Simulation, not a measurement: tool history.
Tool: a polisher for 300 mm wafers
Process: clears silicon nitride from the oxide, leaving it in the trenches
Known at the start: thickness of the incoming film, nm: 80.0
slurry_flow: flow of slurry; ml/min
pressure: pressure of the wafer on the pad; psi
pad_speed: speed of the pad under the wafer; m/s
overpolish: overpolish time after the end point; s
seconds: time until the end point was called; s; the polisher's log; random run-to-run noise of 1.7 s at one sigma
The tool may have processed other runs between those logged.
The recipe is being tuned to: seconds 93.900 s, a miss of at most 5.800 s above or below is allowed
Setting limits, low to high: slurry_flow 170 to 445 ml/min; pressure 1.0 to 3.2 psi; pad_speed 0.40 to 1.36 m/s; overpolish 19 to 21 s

Run 1, hour 0.0: slurry_flow 285 ml/min, pressure 2.1 psi, pad_speed 0.88 m/s, overpolish 19 s. Result: seconds 140.210 s.
Run 2, hour 0.6: slurry_flow 285 ml/min, pressure 2.2 psi, pad_speed 0.88 m/s, overpolish 19 s. Result: seconds 132.410 s.
Run 3, hour 8.1: slurry_flow 285 ml/min, pressure 2.3 psi, pad_speed 0.88 m/s, overpolish 19 s. Result: seconds 125.320 s.
Run 4, hour 9.9: slurry_flow 285 ml/min, pressure 2.4 psi, pad_speed 0.88 m/s, overpolish 19 s. Result: seconds 119.640 s.
Run 5, hour 12.3: slurry_flow 285 ml/min, pressure 2.5 psi, pad_speed 0.88 m/s, overpolish 19 s. Result: seconds 114.980 s.
Run 6, hour 16.4: slurry_flow 285 ml/min, pressure 2.5 psi, pad_speed 0.88 m/s, overpolish 19 s. Result: seconds 116.430 s.
Run 7, hour 18.4: slurry_flow 285 ml/min, pressure 2.5 psi, pad_speed 0.88 m/s, overpolish 19 s. Result: seconds 114.600 s.
Run 8, hour 26.8: slurry_flow 285 ml/min, pressure 2.6 psi, pad_speed 0.88 m/s, overpolish 19 s. Result: seconds 113.230 s.
Run 9, hour 29.6: slurry_flow 285 ml/min, pressure 2.7 psi, pad_speed 0.88 m/s, overpolish 19 s. Result: seconds 105.000 s.
Run 10, hour 31.8: slurry_flow 285 ml/min, pressure 2.8 psi, pad_speed 0.88 m/s, overpolish 19 s. Result: seconds 102.590 s.
Run 11, hour 37.1: slurry_flow 285 ml/min, pressure 2.9 psi, pad_speed 0.88 m/s, overpolish 19 s. Result: seconds 97.344 s.

Consider the 5 candidate settings below. Which is the only one whose results all fall within their allowed miss of target?
Run A, hour 42.4: slurry_flow 245 ml/min, pressure 2.8 psi, pad_speed 0.90 m/s, overpolish 19 s. Result: seconds ?.
Run B, hour 42.4: slurry_flow 335 ml/min, pressure 3.0 psi, pad_speed 0.76 m/s, overpolish 19 s. Result: seconds ?.
Run C, hour 42.4: slurry_flow 300 ml/min, pressure 2.9 psi, pad_speed 0.96 m/s, overpolish 19 s. Result: seconds ?.
Run D, hour 42.4: slurry_flow 240 ml/min, pressure 2.5 psi, pad_speed 0.92 m/s, overpolish 19 s. Result: seconds ?.
Run E, hour 42.4: slurry_flow 270 ml/min, pressure 2.7 psi, pad_speed 0.88 m/s, overpolish 19 s. Result: seconds ?.

move  seconds
   A  102.610
   B  109.240
   C   91.242
   D  112.500
   E  107.470
A: lands further from the targets than the last run did
B: lands further from the targets than the last run did
C: all results land within tolerance of their targets
D: lands further from the targets than the last run did
E: lands further from the targets than the last run did
Move C is the one to make.
